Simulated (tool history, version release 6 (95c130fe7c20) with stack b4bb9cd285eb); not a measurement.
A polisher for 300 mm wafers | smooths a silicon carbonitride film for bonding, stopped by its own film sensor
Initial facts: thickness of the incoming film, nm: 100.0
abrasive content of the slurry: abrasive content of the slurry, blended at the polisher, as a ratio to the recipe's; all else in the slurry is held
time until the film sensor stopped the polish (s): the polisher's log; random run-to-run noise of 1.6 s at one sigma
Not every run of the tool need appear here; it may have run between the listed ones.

| run | hour | flow of slurry (ml/min) | pressure of the wafer on the pad (kPa) | speed of the pad under the wafer (m/s) | abrasive content of the slurry | target thickness at which the film sensor stops the polish (Å) | time until the film sensor stopped the polish (s) |
|---|---|---|---|---|---|---|---|
| 1 | 0.0 | 280 | 16.5 | 0.74 | 1.00 | 890 | 54.900 |
| 2 | 2.6 | 280 | 13.8 | 0.64 | 1.00 | 890 | 68.023 |
| 3 | 7.1 | 280 | 13.8 | 0.64 | 0.90 | 890 | 70.738 |
| 4 | 11.5 | 275 | 11.7 | 0.54 | 0.85 | 890 | 94.123 |
| 5 | 17.4 | 275 | 10.3 | 0.52 | 0.85 | 890 | 101.840 |
| 6 | 25.5 | 275 | 10.3 | 0.52 | 0.65 | 890 | 109.650 |
| 7 | 28.2 | 275 | 9.7 | 0.52 | 0.65 | 890 | 112.600 |

What will run 8 give?
| 8 | 32.6 | 275 | 9.0 | 0.50 | 0.65 | 890 | ? |

time until the film sensor stopped the polish (s): 120.530
